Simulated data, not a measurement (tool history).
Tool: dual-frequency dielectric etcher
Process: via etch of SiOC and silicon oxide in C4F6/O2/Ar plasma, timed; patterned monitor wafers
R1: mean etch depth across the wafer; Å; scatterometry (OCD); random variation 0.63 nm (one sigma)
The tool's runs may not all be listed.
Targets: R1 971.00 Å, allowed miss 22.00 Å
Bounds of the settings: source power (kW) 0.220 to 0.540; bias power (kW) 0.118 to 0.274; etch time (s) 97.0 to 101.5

Run 1, hour 0.0: source power (kW) 0.380, bias power (kW) 0.196, etch time (s) 97.0. Result: R1 1255.40 Å.
Run 2, hour 8.8: source power (kW) 0.380, bias power (kW) 0.221, etch time (s) 97.0. Result: R1 1305.40 Å.
Run 3, hour 11.0: source power (kW) 0.450, bias power (kW) 0.221, etch time (s) 97.0. Result: R1 1420.80 Å.
Run 4, hour 11.6: source power (kW) 0.410, bias power (kW) 0.221, etch time (s) 97.0. Result: R1 1353.00 Å.
Run 5, hour 13.0: source power (kW) 0.450, bias power (kW) 0.221, etch time (s) 97.0. Result: R1 1413.30 Å.
Run 6, hour 20.4: source power (kW) 0.450, bias power (kW) 0.221, etch time (s) 101.5. Result: R1 1496.30 Å.
Run 7, hour 23.5: source power (kW) 0.380, bias power (kW) 0.188, etch time (s) 100.0. Result: R1 1287.20 Å.
Run 8, hour 27.4: source power (kW) 0.330, bias power (kW) 0.168, etch time (s) 99.0. Result: R1 1141.50 Å.
Run 9, hour 35.3: source power (kW) 0.300, bias power (kW) 0.161, etch time (s) 99.0. Result: R1 1065.50 Å.
Run 10, hour 42.0: source power (kW) 0.280, bias power (kW) 0.159, etch time (s) 99.0. Result: R1 1021.70 Å.

4 next moves are on the table. One of them brings every result within its allowed miss. Which?
Run A, hour 48.7: source power (kW) 0.310, bias power (kW) 0.143, etch time (s) 99.0. Result: R1 ?.
Run B, hour 48.7: source power (kW) 0.300, bias power (kW) 0.153, etch time (s) 99.5. Result: R1 ?.
Run C, hour 48.7: source power (kW) 0.310, bias power (kW) 0.158, etch time (s) 100.5. Result: R1 ?.
Run D, hour 48.7: source power (kW) 0.270, bias power (kW) 0.144, etch time (s) 99.5. Result: R1 ?.

move       R1
   A  1060.30
   B  1057.80
   C  1100.20
   D   968.37
A: further off than the last run
B: further off than the last run
C: further off than the last run
D: meets every target
The right move is D.
